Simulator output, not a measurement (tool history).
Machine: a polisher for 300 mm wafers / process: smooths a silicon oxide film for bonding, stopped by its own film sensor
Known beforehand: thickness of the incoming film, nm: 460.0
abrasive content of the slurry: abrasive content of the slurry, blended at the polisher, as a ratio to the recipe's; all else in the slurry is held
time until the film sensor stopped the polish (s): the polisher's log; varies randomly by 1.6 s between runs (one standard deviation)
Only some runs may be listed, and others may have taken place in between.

run  hour  flow of slurry (ml/min)  pressure of the wafer on the pad (kPa)  speed of the pad under the wafer (cm/s)  abrasive content of the slurry  target thickness at which the film sensor stops the polish (Å)  time until the film sensor stopped the polish (s)
  1     0                      315                                      11                                       84                               1                                                            4140                                             116.02
  2   3.4                      315                                      11                                       84                               1                                                            4140                                             117.25
  3   4.4                      315                                    10.3                                       84                               1                                                            4140                                             121.33
  4  11.3                      315                                    10.3                                       84                            0.85                                                            4140                                             130.41
  5  13.1                      385                                    10.3                                       84                            0.85                                                            4140                                             126.77
  6  19.5                      385                                    10.3                                       84                            1.05                                                            4140                                             117.13
  7  25.9                      380                                       9                                       84                            1.05                                                            4140                                             126.86
  8  31.9                      375                                     7.6                                       84                            1.05                                                            4140                                             138.66
  9  37.4                      375                                     6.9                                       84                            1.05                                                            4140                                             147.35

What does the tool deliver on the next run?
 10  40.3                      370                                     6.2                                       84                            1.05                                                            4140                                                  ?

{"run 10": {"time until the film sensor stopped the polish (s)": 151.43}}
